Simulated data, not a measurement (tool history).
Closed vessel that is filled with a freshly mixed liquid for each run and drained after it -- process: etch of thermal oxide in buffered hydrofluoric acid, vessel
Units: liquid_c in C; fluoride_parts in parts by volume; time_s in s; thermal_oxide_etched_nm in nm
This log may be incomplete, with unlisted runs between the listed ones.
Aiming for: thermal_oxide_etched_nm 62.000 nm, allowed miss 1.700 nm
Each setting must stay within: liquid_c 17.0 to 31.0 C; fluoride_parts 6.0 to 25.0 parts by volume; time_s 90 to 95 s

run,day,liquid_c,fluoride_parts,time_s,thermal_oxide_etched_nm
1,0.000,23.0,15.5,90,75.780
2,0.112,22.0,15.5,90,72.283
3,0.246,21.0,15.5,90,67.587
4,0.421,23.5,15.5,90,78.436
5,0.725,20.5,15.5,90,65.126
6,0.775,23.0,15.5,90,76.171
7,1.008,23.0,15.5,90,75.479
8,1.296,22.0,15.5,90,71.042
9,1.379,21.5,15.5,90,69.515
10,1.629,21.0,15.5,90,67.354
11,1.796,20.5,15.5,90,65.765

Exactly one of the 4 candidate moves below puts every result within its allowed miss. Which one?
A,1.962,18.5,13.5,90,?
B,1.962,20.5,17.5,95,?
C,1.962,18.5,16.5,95,?
D,1.962,21.0,16.0,90,?

move,thermal_oxide_etched_nm
A,66.608
B,60.947
C,57.711
D,64.856
A: lands further from the targets than the last run did
B: meets every target
C: the result that was furthest off in the last run now lies on the other side of its target
D: moves toward the targets from the last run without getting all of them in spec
Move B is the one to make.
